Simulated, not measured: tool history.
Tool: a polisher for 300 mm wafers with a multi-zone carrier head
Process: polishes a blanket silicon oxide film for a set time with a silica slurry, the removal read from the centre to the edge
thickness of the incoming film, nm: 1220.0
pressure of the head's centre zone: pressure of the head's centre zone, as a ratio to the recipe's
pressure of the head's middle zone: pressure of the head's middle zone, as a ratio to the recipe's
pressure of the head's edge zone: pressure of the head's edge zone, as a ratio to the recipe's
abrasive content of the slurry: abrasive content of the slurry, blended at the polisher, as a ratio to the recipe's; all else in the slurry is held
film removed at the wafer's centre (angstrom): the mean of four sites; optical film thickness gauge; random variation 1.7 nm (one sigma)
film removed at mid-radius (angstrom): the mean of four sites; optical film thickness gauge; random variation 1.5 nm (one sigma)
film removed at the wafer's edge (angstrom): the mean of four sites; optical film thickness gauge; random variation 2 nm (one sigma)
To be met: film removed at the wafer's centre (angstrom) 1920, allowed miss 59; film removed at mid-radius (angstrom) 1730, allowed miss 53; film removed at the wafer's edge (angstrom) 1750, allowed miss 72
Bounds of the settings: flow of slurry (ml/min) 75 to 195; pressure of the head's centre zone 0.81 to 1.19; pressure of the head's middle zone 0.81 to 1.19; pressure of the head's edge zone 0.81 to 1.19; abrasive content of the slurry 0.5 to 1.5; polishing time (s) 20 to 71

| run | hour | flow of slurry (ml/min) | pressure of the head's centre zone | pressure of the head's middle zone | pressure of the head's edge zone | abrasive content of the slurry | polishing time (s) | film removed at the wafer's centre (angstrom) | film removed at mid-radius (angstrom) | film removed at the wafer's edge (angstrom) |
|---|---|---|---|---|---|---|---|---|---|---|
| 1 | 0 | 125 | 1 | 1 | 1 | 1 | 45 | 1482.4 | 1513.9 | 1522.2 |
| 2 | 9 | 135 | 1.02 | 1 | 1.01 | 1 | 45 | 1558.4 | 1529.4 | 1558.7 |
| 3 | 18 | 135 | 1.02 | 1.06 | 1.01 | 1 | 45 | 1545.9 | 1613.2 | 1533.3 |
| 4 | 21.2 | 140 | 1.03 | 1.06 | 1.02 | 1 | 45 | 1575.4 | 1629.8 | 1525.4 |
|  | 27 | slurry nozzle cleaned |
| 5 | 27 | 140 | 1.03 | 1.15 | 1.02 | 1 | 45 | 1691 | 1834.6 | 1578.3 |
| 6 | 33.6 | 140 | 1.03 | 1.19 | 1.02 | 1 | 45 | 1657.9 | 1918.6 | 1621.5 |
| 7 | 39.1 | 140 | 1.04 | 1.17 | 1.04 | 1 | 45 | 1714.6 | 1859.6 | 1629.5 |
| 8 | 42.8 | 140 | 1.05 | 1.16 | 1.06 | 1 | 45 | 1701.1 | 1849.9 | 1599.4 |
| 9 | 46.2 | 140 | 1.06 | 1.14 | 1.07 | 1.05 | 45 | 1773.7 | 1860.3 | 1663.3 |
| 10 | 48.7 | 140 | 1.07 | 1.13 | 1.08 | 1.05 | 45 | 1801.7 | 1859.8 | 1675.6 |
| 11 | 55.8 | 140 | 1.08 | 1.12 | 1.09 | 1.05 | 45 | 1798.3 | 1809.2 | 1697.9 |
| 12 | 59.3 | 140 | 1.09 | 1.11 | 1.09 | 1.05 | 45 | 1807.6 | 1811.1 | 1709.1 |
| 13 | 64.5 | 140 | 1.1 | 1.1 | 1.09 | 1.05 | 45 | 1837.6 | 1816.7 | 1684.8 |

5 next moves are on the table. One of them brings every result within its allowed miss. Which?
| A | 69.7 | 150 | 1.15 | 1.04 | 1.17 | 1.15 | 43 | ? | ? | ? |
| B | 69.7 | 95 | 1.13 | 0.98 | 1.15 | 1.35 | 43 | ? | ? | ? |
| C | 69.7 | 155 | 1.16 | 1.05 | 1 | 1 | 45 | ? | ? | ? |
| D | 69.7 | 125 | 1.03 | 0.89 | 1.19 | 1.1 | 48 | ? | ? | ? |
| E | 69.7 | 120 | 1.09 | 0.86 | 1.19 | 1.15 | 48 | ? | ? | ? |

| move | film removed at the wafer's centre (angstrom) | film removed at mid-radius (angstrom) | film removed at the wafer's edge (angstrom) |
|---|---|---|---|
| A | 1922.1 | 1735.5 | 1726.3 |
| B | 1827.3 | 1616.4 | 1719.7 |
| C | 1924.4 | 1735.6 | 1579.9 |
| D | 1818.6 | 1619.2 | 1871.3 |
| E | 1944.1 | 1590.8 | 1896.8 |
A: meets every target
B: takes the result that was furthest off past its target
C: brings the result that was furthest off to its target, and leaves another outside
D: takes the result that was furthest off past its target
E: takes the result that was furthest off past its target
Answer: A
